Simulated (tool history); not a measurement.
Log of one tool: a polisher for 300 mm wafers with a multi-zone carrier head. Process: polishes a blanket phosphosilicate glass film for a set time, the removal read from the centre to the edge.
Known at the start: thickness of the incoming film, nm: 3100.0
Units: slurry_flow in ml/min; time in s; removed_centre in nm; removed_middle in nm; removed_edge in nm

run 1 hour=0.0 | slurry_flow=120 centre_zone=1.00 middle_zone=1.00 edge_zone=1.00 slurry_solids=1.00 time=31 | removed_centre=306.26 removed_middle=315.89 removed_edge=314.98
run 2 hour=2.4 | slurry_flow=95 centre_zone=1.00 middle_zone=1.00 edge_zone=1.00 slurry_solids=1.00 time=31 | removed_centre=290.12 removed_middle=290.39 removed_edge=304.45
run 3 hour=9.2 | slurry_flow=95 centre_zone=1.00 middle_zone=1.00 edge_zone=1.00 slurry_solids=0.85 time=31 | removed_centre=264.46 removed_middle=274.88 removed_edge=273.76
run 4 hour=15.7 | slurry_flow=95 centre_zone=1.01 middle_zone=0.99 edge_zone=0.97 slurry_solids=0.80 time=31 | removed_centre=256.61 removed_middle=262.60 removed_edge=267.73
run 5 hour=18.0 | slurry_flow=95 centre_zone=1.04 middle_zone=1.00 edge_zone=0.96 slurry_solids=0.75 time=31 | removed_centre=256.19 removed_middle=247.84 removed_edge=253.77
run 6 hour=21.3 | slurry_flow=95 centre_zone=1.08 middle_zone=1.00 edge_zone=0.96 slurry_solids=0.75 time=31 | removed_centre=264.33 removed_middle=257.47 removed_edge=251.84
run 7 hour=23.2 | slurry_flow=90 centre_zone=1.09 middle_zone=1.01 edge_zone=0.94 slurry_solids=0.70 time=31 | removed_centre=252.92 removed_middle=244.58 removed_edge=241.81
run 8 hour=23.7 | slurry_flow=90 centre_zone=1.10 middle_zone=1.02 edge_zone=0.92 slurry_solids=0.70 time=31 | removed_centre=250.99 removed_middle=250.12 removed_edge=239.66
run 9 hour=27.7 | slurry_flow=80 centre_zone=1.15 middle_zone=0.98 edge_zone=0.83 slurry_solids=0.60 time=31 | removed_centre=232.22 removed_middle=214.40 removed_edge=202.73
run 10 hour=31.5 | slurry_flow=85 centre_zone=1.14 middle_zone=0.99 edge_zone=0.84 slurry_solids=0.60 time=31 | removed_centre=233.31 removed_middle=211.24 removed_edge=203.76
run 11 hour=37.3 | slurry_flow=85 centre_zone=1.11 middle_zone=1.07 edge_zone=0.87 slurry_solids=0.75 time=31 | removed_centre=263.59 removed_middle=262.49 removed_edge=241.23
run 12 hour=43.9 | slurry_flow=85 centre_zone=1.11 middle_zone=1.06 edge_zone=0.86 slurry_solids=0.75 time=31 | removed_centre=267.00 removed_middle=263.25 removed_edge=236.29
run 13 hour=45.9 | slurry_flow=85 centre_zone=1.10 middle_zone=1.05 edge_zone=0.85 slurry_solids=0.75 time=31 | removed_centre=261.18 removed_middle=257.85 removed_edge=237.25
run 14 hour=49.8 | slurry_flow=85 centre_zone=1.10 middle_zone=1.04 edge_zone=0.84 slurry_solids=0.75 time=31 | removed_centre=258.50 removed_middle=253.51 removed_edge=232.34

Run 15 comes next. What will it give?
run 15 hour=51.3 | slurry_flow=85 centre_zone=1.10 middle_zone=1.03 edge_zone=0.83 slurry_solids=0.75 time=31 | removed_centre=? removed_middle=? removed_edge=?

Run 15 gave removed_centre 262.07 nm, removed_middle 257.51 nm, removed_edge 231.47 nm.

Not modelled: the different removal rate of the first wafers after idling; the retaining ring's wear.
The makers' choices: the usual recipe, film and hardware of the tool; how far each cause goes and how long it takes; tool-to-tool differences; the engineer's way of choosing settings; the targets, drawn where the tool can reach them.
